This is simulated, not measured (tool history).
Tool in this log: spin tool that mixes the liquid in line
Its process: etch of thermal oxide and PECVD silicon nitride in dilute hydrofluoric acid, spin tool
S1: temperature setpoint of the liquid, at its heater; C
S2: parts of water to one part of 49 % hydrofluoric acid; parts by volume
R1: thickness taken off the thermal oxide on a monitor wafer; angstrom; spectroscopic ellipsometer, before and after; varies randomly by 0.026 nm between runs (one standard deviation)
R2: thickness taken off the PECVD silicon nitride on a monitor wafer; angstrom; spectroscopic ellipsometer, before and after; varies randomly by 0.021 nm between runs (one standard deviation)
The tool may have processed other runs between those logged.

run 1 day=0.000 | S1=26.0 S2=45 time_under_the_liquid_(s)=45 | R1=48.400 R2=44.952
run 2 day=0.300 | S1=26.0 S2=50 time_under_the_liquid_(s)=45 | R1=42.924 R2=40.581
run 3 day=0.421 | S1=24.5 S2=50 time_under_the_liquid_(s)=45 | R1=40.611 R2=36.656
run 4 day=0.725 | S1=23.5 S2=50 time_under_the_liquid_(s)=45 | R1=38.882 R2=35.114
-- day=1.079 hydrofluoric acid flow meter replaced
run 5 day=1.079 | S1=22.5 S2=50 time_under_the_liquid_(s)=45 | R1=39.941 R2=33.598
run 6 day=1.121 | S1=22.5 S2=40 time_under_the_liquid_(s)=45 | R1=50.588 R2=42.483
run 7 day=1.221 | S1=22.0 S2=45 time_under_the_liquid_(s)=45 | R1=43.625 R2=36.382
run 8 day=1.338 | S1=21.5 S2=50 time_under_the_liquid_(s)=45 | R1=38.324 R2=32.394

What will run 9 give?
run 9 day=1.629 | S1=18.0 S2=65 time_under_the_liquid_(s)=45 | R1=? R2=?

R1: 25.142 angstrom
R2: 19.678 angstrom
